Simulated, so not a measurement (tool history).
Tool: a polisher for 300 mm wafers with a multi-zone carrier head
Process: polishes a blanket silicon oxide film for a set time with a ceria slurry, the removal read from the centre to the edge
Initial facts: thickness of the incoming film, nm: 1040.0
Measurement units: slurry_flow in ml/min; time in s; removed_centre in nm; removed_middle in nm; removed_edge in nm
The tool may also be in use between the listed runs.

run,hour,slurry_flow,centre_zone,middle_zone,edge_zone,time,removed_centre,removed_middle,removed_edge
1,0,320,1,1,1,75,427.85,427.97,416.64
2,3.9,320,1,1,0.93,75,421.51,423.46,399.9
3,11.3,320,1,1,0.93,57,329.7,319.2,301.6
4,15,320,1.06,1,0.93,57,345.97,316.02,299.23
5,23.4,315,1.04,0.99,0.96,59,349.42,324.4,314.17
6,29.9,315,1.04,0.99,0.96,44,262.14,240.59,242.11
7,31.4,305,0.94,0.91,1.06,65,352.78,331.93,376.5
8,37.9,305,0.94,0.92,1.07,65,353.08,336.55,375.33

What does the tool deliver on the next run?
9,38.9,305,0.94,0.92,1.08,65,?,?,?

removed_centre: 345.21 nm
removed_middle: 341.79 nm
removed_edge: 365.08 nm
